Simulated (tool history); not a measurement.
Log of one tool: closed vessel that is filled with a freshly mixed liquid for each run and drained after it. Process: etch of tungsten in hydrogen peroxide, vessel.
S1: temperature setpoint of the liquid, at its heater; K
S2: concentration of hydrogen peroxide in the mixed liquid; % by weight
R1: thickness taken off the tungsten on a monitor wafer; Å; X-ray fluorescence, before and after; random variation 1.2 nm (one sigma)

{"run": 1, "day": 0.0, "S1": 321.15, "S2": 22.5, "time in the liquid (s)": 85, "R1": 766.44}
{"run": 2, "day": 0.208, "S1": 321.15, "S2": 19.0, "time in the liquid (s)": 85, "R1": 688.65}
{"run": 3, "day": 0.512, "S1": 323.15, "S2": 19.0, "time in the liquid (s)": 85, "R1": 791.93}
{"run": 4, "day": 0.692, "S1": 324.65, "S2": 19.0, "time in the liquid (s)": 85, "R1": 875.18}
{"run": 5, "day": 0.771, "S1": 324.65, "S2": 19.0, "time in the liquid (s)": 85, "R1": 872.34}
{"run": 6, "day": 1.142, "S1": 329.15, "S2": 19.0, "time in the liquid (s)": 85, "R1": 1143.4}
{"run": 7, "day": 1.288, "S1": 330.15, "S2": 19.0, "time in the liquid (s)": 85, "R1": 1201.7}
{"run": 8, "day": 1.562, "S1": 330.65, "S2": 19.0, "time in the liquid (s)": 85, "R1": 1248.7}
{"run": 9, "day": 1.946, "S1": 331.15, "S2": 19.0, "time in the liquid (s)": 85, "R1": 1297.3}
{"run": 10, "day": 2.15, "S1": 331.65, "S2": 19.0, "time in the liquid (s)": 85, "R1": 1295.7}
{"run": 11, "day": 2.358, "S1": 332.15, "S2": 19.0, "time in the liquid (s)": 85, "R1": 1349.3}
{"run": 12, "day": 2.454, "S1": 332.65, "S2": 19.0, "time in the liquid (s)": 85, "R1": 1391.6}
{"run": 13, "day": 2.804, "S1": 333.15, "S2": 19.0, "time in the liquid (s)": 85, "R1": 1443.1}

Run 14 comes next. What will it give?
{"run": 14, "day": 3.133, "S1": 333.65, "S2": 19.0, "time in the liquid (s)": 85, "R1": "?"}

{"run 14": {"R1": 1462.0}}
